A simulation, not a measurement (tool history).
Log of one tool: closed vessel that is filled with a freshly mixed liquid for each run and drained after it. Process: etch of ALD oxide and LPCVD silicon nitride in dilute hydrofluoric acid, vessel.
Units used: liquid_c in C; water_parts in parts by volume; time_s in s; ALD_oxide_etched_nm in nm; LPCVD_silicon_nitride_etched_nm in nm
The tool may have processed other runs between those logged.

| run | hour | liquid_c | water_parts | time_s | ALD_oxide_etched_nm | LPCVD_silicon_nitride_etched_nm |
|---|---|---|---|---|---|---|
| 1 | 0.0 | 26.0 | 125 | 80 | 12.661 | 0.32208 |
| 2 | 4.6 | 27.5 | 105 | 90 | 18.373 | 0.47942 |
| 3 | 6.6 | 29.0 | 90 | 100 | 25.905 | 0.64910 |
| 4 | 9.7 | 30.0 | 75 | 105 | 34.561 | 0.90786 |
| 5 | 14.7 | 31.0 | 65 | 105 | 41.565 | 1.06480 |
| 6 | 21.9 | 28.5 | 65 | 105 | 38.120 | 0.88813 |
| 7 | 29.1 | 29.5 | 55 | 105 | 47.677 | 1.25080 |
| 8 | 37.2 | 30.0 | 50 | 105 | 53.772 | 1.25250 |
| 9 | 40.0 | 31.0 | 45 | 105 | 62.328 | 1.42500 |

Run 10, settings as shown, results not yet in. Your forecast:
| 10 | 44.9 | 31.5 | 45 | 105 | ? | ? |

ALD_oxide_etched_nm: 62.948 nm
LPCVD_silicon_nitride_etched_nm: 1.55100 nm
